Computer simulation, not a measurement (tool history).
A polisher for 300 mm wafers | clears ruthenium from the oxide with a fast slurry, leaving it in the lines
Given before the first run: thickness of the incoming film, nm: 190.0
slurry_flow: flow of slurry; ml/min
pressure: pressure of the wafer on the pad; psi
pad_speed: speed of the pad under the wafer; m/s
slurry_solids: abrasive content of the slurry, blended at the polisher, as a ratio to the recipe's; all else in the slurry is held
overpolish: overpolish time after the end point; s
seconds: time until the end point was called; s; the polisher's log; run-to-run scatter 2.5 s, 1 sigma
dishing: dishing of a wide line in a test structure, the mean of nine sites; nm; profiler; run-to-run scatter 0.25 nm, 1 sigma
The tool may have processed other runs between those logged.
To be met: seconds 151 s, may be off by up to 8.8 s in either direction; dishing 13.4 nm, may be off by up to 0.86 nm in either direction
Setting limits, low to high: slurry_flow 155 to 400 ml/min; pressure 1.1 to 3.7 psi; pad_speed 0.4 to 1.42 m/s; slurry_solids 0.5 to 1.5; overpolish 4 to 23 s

run,day,slurry_flow,pressure,pad_speed,slurry_solids,overpolish,seconds,dishing
1,0,255,2.4,0.9,1,12,84.603,23.945
2,0.129,255,2.4,0.9,1.2,12,79.222,27.314
3,0.433,255,2.4,1.12,1.2,12,63.672,32.002
4,0.558,255,2.1,1.12,1.2,12,72.826,28.87
5,0.821,255,1.9,1.12,1.2,12,80.232,26.466
6,1.175,255,1.9,1.12,1.05,12,84.656,24.847
7,1.542,255,1.7,1.04,1.05,11,101.42,19.379
8,1.662,255,1.1,0.9,1.05,11,175.74,11.285
9,1.8,255,1.2,0.9,1.05,11,160.97,12.502

Which single option among these 5 for the next run brings every result within its allowed miss of target? Just one does.
A,1.938,240,1.2,0.9,1.05,10,?,?
B,1.938,345,1.3,0.64,1.1,12,?,?
C,1.938,270,2.3,0.54,0.9,11,?,?
D,1.938,270,1.1,0.92,1.05,12,?,?
E,1.938,270,1.2,0.9,1.05,10,?,?

move,seconds,dishing
A,165.88,10.925
B,202.24,10.758
C,153.54,12.904
D,173.91,12.446
E,163.71,11.064
A: lands further from the targets than the last run did
B: lands further from the targets than the last run did
C: each result inside its tolerance
D: lands further from the targets than the last run did
E: lands further from the targets than the last run did
C is the move that brings every result within its allowed miss.
